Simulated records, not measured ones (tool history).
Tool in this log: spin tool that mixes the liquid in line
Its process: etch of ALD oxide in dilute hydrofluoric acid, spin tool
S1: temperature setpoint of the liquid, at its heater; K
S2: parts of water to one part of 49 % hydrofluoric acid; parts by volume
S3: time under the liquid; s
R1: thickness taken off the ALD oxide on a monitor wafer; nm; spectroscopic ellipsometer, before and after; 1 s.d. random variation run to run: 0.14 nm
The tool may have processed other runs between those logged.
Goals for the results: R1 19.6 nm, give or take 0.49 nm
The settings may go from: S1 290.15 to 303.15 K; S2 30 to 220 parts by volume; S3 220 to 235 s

run  hour      S1   S2   S3      R1
  1     0  295.15  125  220  29.261
  2   2.9  298.65  125  220  33.451
  3   9.6  297.15  125  220  31.816
  4    13  295.15  135  220  26.159
  5  19.5  292.65  135  220  24.076
  6  22.9  291.15  135  220   22.46
  7  24.3  291.15  135  220  22.367
  8  32.5  290.65  140  220  20.944

4 next moves are on the table. One of them brings every result within its allowed miss. Which?
  A  40.7  291.15  135  225   ?
  B  40.7  290.15  140  230   ?
  C  40.7  291.15  155  225   ?
  D  40.7  290.65  150  235   ?

move      R1
   A  22.928
   B  21.582
   C  19.574
   D  20.803
A: misses by more than the last run did
B: misses by more than the last run did
C: hits every target within its allowed miss
D: nearer than the last run, and not there yet
Move C is the one to make.

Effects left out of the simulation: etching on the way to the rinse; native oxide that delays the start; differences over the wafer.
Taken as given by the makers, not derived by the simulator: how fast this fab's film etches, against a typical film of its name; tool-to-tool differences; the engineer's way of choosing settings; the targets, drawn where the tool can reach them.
